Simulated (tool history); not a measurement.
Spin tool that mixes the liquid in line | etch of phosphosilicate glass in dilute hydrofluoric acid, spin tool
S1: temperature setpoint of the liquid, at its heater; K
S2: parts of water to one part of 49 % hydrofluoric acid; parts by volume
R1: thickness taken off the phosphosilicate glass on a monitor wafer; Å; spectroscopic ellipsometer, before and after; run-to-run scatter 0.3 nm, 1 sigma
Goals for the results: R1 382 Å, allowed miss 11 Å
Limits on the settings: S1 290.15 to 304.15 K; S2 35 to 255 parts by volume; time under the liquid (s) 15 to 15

Run 1, hour 0: S1 296.15 K, S2 145 parts by volume, time under the liquid (s) 15. Result: R1 140.65 Å.
Run 2, hour 7.3: S1 297.15 K, S2 135 parts by volume, time under the liquid (s) 15. Result: R1 156.65 Å.
Run 3, hour 11.8: S1 297.15 K, S2 175 parts by volume, time under the liquid (s) 15. Result: R1 116.62 Å.
Run 4, hour 17.3: S1 297.15 K, S2 210 parts by volume, time under the liquid (s) 15. Result: R1 92.004 Å.
Run 5, hour 25.3: S1 300.65 K, S2 210 parts by volume, time under the liquid (s) 15. Result: R1 104.7 Å.
Run 6, hour 31.6: S1 297.15 K, S2 210 parts by volume, time under the liquid (s) 15. Result: R1 92.541 Å.
At hour 39.6: hydrofluoric acid flow meter replaced.
Run 7, hour 39.6: S1 297.65 K, S2 195 parts by volume, time under the liquid (s) 15. Result: R1 113.38 Å.
Run 8, hour 46.5: S1 298.15 K, S2 180 parts by volume, time under the liquid (s) 15. Result: R1 127.4 Å.
Run 9, hour 53.4: S1 298.65 K, S2 170 parts by volume, time under the liquid (s) 15. Result: R1 137.29 Å.
Run 10, hour 61: S1 299.15 K, S2 160 parts by volume, time under the liquid (s) 15. Result: R1 152 Å.
Run 11, hour 65.7: S1 299.65 K, S2 150 parts by volume, time under the liquid (s) 15. Result: R1 165.46 Å.
Run 12, hour 70.1: S1 300.15 K, S2 140 parts by volume, time under the liquid (s) 15. Result: R1 184.41 Å.

Which one of the following 5 next-run settings gets every result inside its allowed miss? There is exactly one.
Run A, hour 74.5: S1 304.15 K, S2 80 parts by volume, time under the liquid (s) 15. Result: R1 ?.
Run B, hour 74.5: S1 304.15 K, S2 90 parts by volume, time under the liquid (s) 15. Result: R1 ?.
Run C, hour 74.5: S1 302.65 K, S2 80 parts by volume, time under the liquid (s) 15. Result: R1 ?.
Run D, hour 74.5: S1 302.15 K, S2 105 parts by volume, time under the liquid (s) 15. Result: R1 ?.
Run E, hour 74.5: S1 301.15 K, S2 70 parts by volume, time under the liquid (s) 15. Result: R1 ?.

move      R1
   A  399.64
   B     350
   C  377.45
   D  272.42
   E  412.88
A: the result that was furthest off in the last run now lies on the other side of its target
B: nearer than the last run, and not there yet
C: all results land within tolerance of their targets
D: nearer than the last run, and not there yet
E: the result that was furthest off in the last run now lies on the other side of its target
C is the move that brings every result within its allowed miss.

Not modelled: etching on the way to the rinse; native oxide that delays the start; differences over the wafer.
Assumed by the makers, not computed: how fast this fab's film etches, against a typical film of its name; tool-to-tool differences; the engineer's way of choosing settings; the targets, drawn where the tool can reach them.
